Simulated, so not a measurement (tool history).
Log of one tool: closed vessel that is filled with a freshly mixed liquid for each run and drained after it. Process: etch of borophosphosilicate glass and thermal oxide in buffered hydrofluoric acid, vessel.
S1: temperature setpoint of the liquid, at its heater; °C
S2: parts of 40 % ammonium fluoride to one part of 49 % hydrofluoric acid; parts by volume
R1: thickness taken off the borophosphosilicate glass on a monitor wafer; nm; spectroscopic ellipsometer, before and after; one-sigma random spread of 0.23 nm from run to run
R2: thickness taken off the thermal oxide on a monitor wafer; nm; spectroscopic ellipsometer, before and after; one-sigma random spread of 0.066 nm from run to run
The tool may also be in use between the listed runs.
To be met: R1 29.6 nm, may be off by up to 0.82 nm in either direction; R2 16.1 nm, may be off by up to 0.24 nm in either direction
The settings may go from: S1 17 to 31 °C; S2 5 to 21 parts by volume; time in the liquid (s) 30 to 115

{"run": 1, "day": 0.0, "S1": 23, "S2": 13, "time in the liquid (s)": 60, "R1": 92.323, "R2": 50.703}
{"run": 2, "day": 0.308, "S1": 21.5, "S2": 15, "time in the liquid (s)": 55, "R1": 68.784, "R2": 37.45}
{"run": 3, "day": 0.588, "S1": 20.5, "S2": 16.5, "time in the liquid (s)": 50, "R1": 53.677, "R2": 29.174}
{"run": 4, "day": 0.783, "S1": 20.5, "S2": 14, "time in the liquid (s)": 50, "R1": 62.857, "R2": 34.227}
{"run": 5, "day": 0.975, "S1": 20.5, "S2": 11, "time in the liquid (s)": 50, "R1": 79.486, "R2": 43.469}
{"run": 6, "day": 1.021, "S1": 17.5, "S2": 11, "time in the liquid (s)": 50, "R1": 68.426, "R2": 36.981}
{"run": 7, "day": 1.396, "S1": 17.5, "S2": 13.5, "time in the liquid (s)": 50, "R1": 55.279, "R2": 30.169}
{"run": 8, "day": 1.608, "S1": 17.5, "S2": 15.5, "time in the liquid (s)": 50, "R1": 48.353, "R2": 26.115}
{"run": 9, "day": 1.846, "S1": 17.5, "S2": 17, "time in the liquid (s)": 50, "R1": 44.01, "R2": 23.697}
{"run": 10, "day": 2.038, "S1": 17.5, "S2": 18, "time in the liquid (s)": 50, "R1": 41.798, "R2": 22.512}
{"run": 11, "day": 2.088, "S1": 17.5, "S2": 18.5, "time in the liquid (s)": 50, "R1": 40.435, "R2": 22.149}
{"run": 12, "day": 2.396, "S1": 17.5, "S2": 19, "time in the liquid (s)": 50, "R1": 39.176, "R2": 21.563}
{"run": 13, "day": 2.738, "S1": 17.5, "S2": 19.5, "time in the liquid (s)": 50, "R1": 38.186, "R2": 20.993}
{"run": 14, "day": 3.042, "S1": 17.5, "S2": 20, "time in the liquid (s)": 50, "R1": 36.905, "R2": 20.175}
{"run": 15, "day": 3.321, "S1": 17, "S2": 20.5, "time in the liquid (s)": 45, "R1": 32.444, "R2": 17.429}
{"run": 16, "day": 3.638, "S1": 17, "S2": 21, "time in the liquid (s)": 45, "R1": 31.926, "R2": 17.096}
{"run": 17, "day": 3.725, "S1": 17, "S2": 21, "time in the liquid (s)": 40, "R1": 28.153, "R2": 15.347}
{"run": 18, "day": 3.754, "S1": 17.5, "S2": 21, "time in the liquid (s)": 40, "R1": 28.731, "R2": 15.719}

4 candidate next runs follow, results not yet known. Just one meets every target within its allowed miss. Identify it.
{"run": "A", "day": 3.783, "S1": 17, "S2": 21, "time in the liquid (s)": 40, "R1": "?", "R2": "?"}
{"run": "B", "day": 3.783, "S1": 19.5, "S2": 21, "time in the liquid (s)": 35, "R1": "?", "R2": "?"}
{"run": "C", "day": 3.783, "S1": 20, "S2": 17.5, "time in the liquid (s)": 30, "R1": "?", "R2": "?"}
{"run": "D", "day": 3.783, "S1": 19.5, "S2": 20.5, "time in the liquid (s)": 35, "R1": "?", "R2": "?"}

move=A R1=27.973 R2=15.332
move=B R1=28.166 R2=15.463
move=C R1=29.311 R2=16.086
move=D R1=28.64 R2=15.722
A: further off than the last run
B: further off than the last run
C: every result within its allowed miss
D: about the same distance from the targets as the last run
So the answer is move C, the one that meets all the targets.

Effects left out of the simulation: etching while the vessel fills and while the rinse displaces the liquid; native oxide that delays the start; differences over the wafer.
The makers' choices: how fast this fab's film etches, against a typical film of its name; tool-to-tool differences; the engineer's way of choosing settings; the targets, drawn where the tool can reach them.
